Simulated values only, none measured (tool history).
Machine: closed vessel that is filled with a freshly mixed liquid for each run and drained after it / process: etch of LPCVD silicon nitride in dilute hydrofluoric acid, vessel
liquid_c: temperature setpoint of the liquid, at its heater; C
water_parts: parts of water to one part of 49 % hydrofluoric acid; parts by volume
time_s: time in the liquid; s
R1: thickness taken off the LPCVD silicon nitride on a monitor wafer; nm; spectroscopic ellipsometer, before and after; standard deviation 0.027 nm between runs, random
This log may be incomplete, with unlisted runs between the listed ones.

run 1 hour=0.0 | liquid_c=22.0 water_parts=80 time_s=590 | R1=3.6081
run 2 hour=4.0 | liquid_c=22.0 water_parts=80 time_s=380 | R1=2.2822
run 3 hour=11.3 | liquid_c=22.0 water_parts=80 time_s=590 | R1=3.6119
run 4 hour=20.9 | liquid_c=22.0 water_parts=80 time_s=380 | R1=2.3075
run 5 hour=26.7 | liquid_c=22.5 water_parts=80 time_s=380 | R1=2.3529
run 6 hour=32.5 | liquid_c=22.5 water_parts=75 time_s=380 | R1=2.5178
run 7 hour=35.3 | liquid_c=23.0 water_parts=75 time_s=380 | R1=2.6581

What does the tool deliver on the next run?
run 8 hour=42.8 | liquid_c=23.5 water_parts=75 time_s=380 | R1=?

Run 8 measured R1 2.6988 nm.
